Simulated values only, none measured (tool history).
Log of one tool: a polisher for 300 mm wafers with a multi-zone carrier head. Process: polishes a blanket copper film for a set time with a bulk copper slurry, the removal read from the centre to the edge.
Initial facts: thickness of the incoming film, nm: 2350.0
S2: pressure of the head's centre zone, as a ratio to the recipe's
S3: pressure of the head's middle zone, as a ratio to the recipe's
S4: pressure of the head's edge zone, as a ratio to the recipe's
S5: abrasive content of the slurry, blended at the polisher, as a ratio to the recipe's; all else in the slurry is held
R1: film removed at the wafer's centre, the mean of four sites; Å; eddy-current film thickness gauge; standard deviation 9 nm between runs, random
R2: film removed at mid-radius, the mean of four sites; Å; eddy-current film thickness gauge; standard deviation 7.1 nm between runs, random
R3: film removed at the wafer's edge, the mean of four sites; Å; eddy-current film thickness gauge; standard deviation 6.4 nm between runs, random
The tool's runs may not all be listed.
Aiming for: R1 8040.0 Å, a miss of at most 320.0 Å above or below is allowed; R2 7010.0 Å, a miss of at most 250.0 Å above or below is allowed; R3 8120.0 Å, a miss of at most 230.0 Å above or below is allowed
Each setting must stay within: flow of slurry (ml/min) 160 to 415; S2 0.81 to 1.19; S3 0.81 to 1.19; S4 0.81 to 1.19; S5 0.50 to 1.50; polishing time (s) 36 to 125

Run 1, hour 0.0: flow of slurry (ml/min) 265, S2 1.00, S3 1.00, S4 1.00, S5 1.00, polishing time (s) 80. Result: R1 6289.7 Å, R2 6127.5 Å, R3 6120.3 Å.
Run 2, hour 6.2: flow of slurry (ml/min) 265, S2 1.04, S3 1.00, S4 1.00, S5 1.00, polishing time (s) 80. Result: R1 6444.1 Å, R2 6248.5 Å, R3 6128.7 Å.
Run 3, hour 13.3: flow of slurry (ml/min) 265, S2 1.04, S3 1.00, S4 1.00, S5 1.00, polishing time (s) 93. Result: R1 7391.6 Å, R2 7242.6 Å, R3 7102.9 Å.
Run 4, hour 21.8: flow of slurry (ml/min) 275, S2 1.05, S3 0.98, S4 1.03, S5 1.05, polishing time (s) 93. Result: R1 7789.4 Å, R2 7184.7 Å, R3 7357.7 Å.
Run 5, hour 29.8: flow of slurry (ml/min) 280, S2 1.04, S3 0.97, S4 1.05, S5 1.05, polishing time (s) 93. Result: R1 7695.2 Å, R2 7147.8 Å, R3 7475.3 Å.
Run 6, hour 35.3: flow of slurry (ml/min) 285, S2 1.04, S3 0.96, S4 1.07, S5 1.05, polishing time (s) 93. Result: R1 7549.5 Å, R2 7193.9 Å, R3 7553.1 Å.
Run 7, hour 40.6: flow of slurry (ml/min) 290, S2 1.05, S3 0.94, S4 1.08, S5 1.05, polishing time (s) 93. Result: R1 7668.4 Å, R2 6875.2 Å, R3 7584.6 Å.
Run 8, hour 46.3: flow of slurry (ml/min) 295, S2 1.05, S3 0.94, S4 1.10, S5 1.05, polishing time (s) 93. Result: R1 7579.3 Å, R2 7002.4 Å, R3 7700.5 Å.
Run 9, hour 55.2: flow of slurry (ml/min) 300, S2 1.06, S3 0.93, S4 1.11, S5 1.05, polishing time (s) 93. Result: R1 7587.6 Å, R2 7048.4 Å, R3 7731.6 Å.
Run 10, hour 61.0: flow of slurry (ml/min) 310, S2 1.12, S3 0.87, S4 1.18, S5 1.15, polishing time (s) 93. Result: R1 8574.2 Å, R2 6773.2 Å, R3 8192.1 Å.
Run 11, hour 66.2: flow of slurry (ml/min) 310, S2 1.11, S3 0.88, S4 1.18, S5 1.15, polishing time (s) 93. Result: R1 8393.9 Å, R2 6857.8 Å, R3 8093.8 Å.

Which of these 5 next moves meets every target?
Run A, hour 71.4: flow of slurry (ml/min) 295, S2 1.18, S3 0.86, S4 1.15, S5 1.10, polishing time (s) 97. Result: R1 ?, R2 ?, R3 ?.
Run B, hour 71.4: flow of slurry (ml/min) 305, S2 1.18, S3 0.92, S4 1.12, S5 1.30, polishing time (s) 89. Result: R1 ?, R2 ?, R3 ?.
Run C, hour 71.4: flow of slurry (ml/min) 295, S2 1.16, S3 0.93, S4 1.14, S5 1.25, polishing time (s) 91. Result: R1 ?, R2 ?, R3 ?.
Run D, hour 71.4: flow of slurry (ml/min) 300, S2 1.15, S3 0.90, S4 1.15, S5 1.10, polishing time (s) 94. Result: R1 ?, R2 ?, R3 ?.
Run E, hour 71.4: flow of slurry (ml/min) 345, S2 1.07, S3 0.91, S4 1.19, S5 1.20, polishing time (s) 91. Result: R1 ?, R2 ?, R3 ?.

move      R1      R2      R3
   A  9154.6  6902.7  8315.5
   B  8824.2  7030.5  7896.2
   C  8743.7  7154.1  8034.9
   D  8663.2  6958.2  8064.4
   E  8102.2  7054.5  8207.4
A: further off than the last run
B: further off than the last run
C: further off than the last run
D: further off than the last run
E: meets every target
Answer: E

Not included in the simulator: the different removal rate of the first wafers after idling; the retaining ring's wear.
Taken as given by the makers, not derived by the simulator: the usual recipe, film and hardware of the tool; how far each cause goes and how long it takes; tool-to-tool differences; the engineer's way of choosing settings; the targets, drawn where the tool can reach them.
